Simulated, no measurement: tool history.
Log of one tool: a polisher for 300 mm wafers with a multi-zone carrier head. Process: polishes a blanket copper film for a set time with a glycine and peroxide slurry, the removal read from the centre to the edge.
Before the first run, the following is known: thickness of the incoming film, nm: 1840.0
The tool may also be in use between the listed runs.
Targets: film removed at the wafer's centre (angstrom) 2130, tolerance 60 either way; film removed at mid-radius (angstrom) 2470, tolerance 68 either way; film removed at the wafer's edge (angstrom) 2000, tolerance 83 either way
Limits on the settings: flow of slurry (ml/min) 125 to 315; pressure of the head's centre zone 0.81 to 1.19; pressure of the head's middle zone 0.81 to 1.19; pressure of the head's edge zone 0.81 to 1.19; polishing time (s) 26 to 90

run,hour,flow of slurry (ml/min),pressure of the head's centre zone,pressure of the head's middle zone,pressure of the head's edge zone,polishing time (s),film removed at the wafer's centre (angstrom),film removed at mid-radius (angstrom),film removed at the wafer's edge (angstrom)
1,0,205,1,1,1,58,2507.2,2496.5,2521.6
2,1.9,175,1,1,1,58,2473.1,2479.7,2431
3,7.5,135,1,1,1,58,2378.4,2336.3,2362.3
4,12.7,135,0.99,1.04,0.95,57,2281.2,2379.7,2273.1
5,16.3,135,0.99,1.04,1.01,57,2331.9,2408.8,2351.2
6,21.1,135,0.92,1.04,1.01,57,2167.3,2378.9,2383.1
7,27.2,135,0.94,1.07,0.96,56,2167.2,2419,2261.6
8,34.3,135,0.95,1.09,0.92,55,2157.8,2428.5,2168.3
9,41.8,135,0.95,1.1,0.89,55,2130.5,2416.8,2147.9
10,47.9,135,0.96,1.12,0.87,54,2138.4,2393.3,2120.9

Pick the move, out of 5, that brings all results within their allowed miss; only one does.
A,54,125,0.9,1.06,0.91,58,?,?,?
B,54,155,0.88,1.09,0.9,56,?,?,?
C,54,125,0.9,1.06,0.88,58,?,?,?
D,54,135,0.98,1.19,0.81,53,?,?,?
E,54,130,0.91,1.07,0.91,57,?,?,?

move,film removed at the wafer's centre (angstrom),film removed at mid-radius (angstrom),film removed at the wafer's edge (angstrom)
A,2125.5,2468.3,2260.2
B,2083.8,2520.1,2221.7
C,2125.5,2468.4,2225.8
D,2136.8,2515.7,1973.8
E,2125.8,2459.8,2230.7
A: the biggest miss grows against the last run
B: the biggest miss grows against the last run
C: the biggest miss grows against the last run
D: all results in spec
E: the biggest miss grows against the last run
Answer: D
